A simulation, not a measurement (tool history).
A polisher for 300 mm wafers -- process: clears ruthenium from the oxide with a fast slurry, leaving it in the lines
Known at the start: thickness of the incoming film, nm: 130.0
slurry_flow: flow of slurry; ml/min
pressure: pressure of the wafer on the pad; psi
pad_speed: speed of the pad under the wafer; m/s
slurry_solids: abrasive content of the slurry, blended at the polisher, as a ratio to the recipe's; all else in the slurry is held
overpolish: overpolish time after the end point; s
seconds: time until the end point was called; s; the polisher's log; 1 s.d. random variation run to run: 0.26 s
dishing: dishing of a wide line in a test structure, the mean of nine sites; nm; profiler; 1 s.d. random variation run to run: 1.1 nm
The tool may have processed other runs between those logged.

| run | hour | slurry_flow | pressure | pad_speed | slurry_solids | overpolish | seconds | dishing |
|---|---|---|---|---|---|---|---|---|
| 1 | 0 | 275 | 2.1 | 0.92 | 1 | 19 | 37.638 | 33.623 |
| 2 | 4.1 | 275 | 2.1 | 0.92 | 1 | 13 | 37.184 | 27.1 |
| 3 | 5 | 325 | 2.1 | 0.92 | 1 | 13 | 36.256 | 28.145 |
| 4 | 6.4 | 325 | 2.1 | 0.92 | 1.1 | 13 | 34.925 | 26.839 |
| 5 | 11.9 | 325 | 2.1 | 0.92 | 1.1 | 9 | 34.564 | 21.707 |
| 6 | 19 | 355 | 2.1 | 0.92 | 1.1 | 9 | 34.98 | 21.431 |
| 7 | 25.2 | 355 | 2.1 | 0.92 | 1.1 | 9 | 34.543 | 20.895 |
| 8 | 33.1 | 350 | 2.3 | 0.92 | 1.05 | 11 | 32.747 | 25.538 |
| 9 | 36.9 | 345 | 2.9 | 0.9 | 0.95 | 20 | 28.386 | 40.135 |
| 10 | 37.7 | 345 | 3 | 0.9 | 0.95 | 21 | 27.655 | 43.17 |
| 11 | 38.7 | 345 | 3.1 | 0.92 | 0.95 | 22 | 26.157 | 44.743 |

Run 12 comes next. What will it give?
| 12 | 43.4 | 345 | 3.2 | 0.94 | 0.95 | 24 | ? | ? |

seconds: 25.247 s
dishing: 45.916 nm
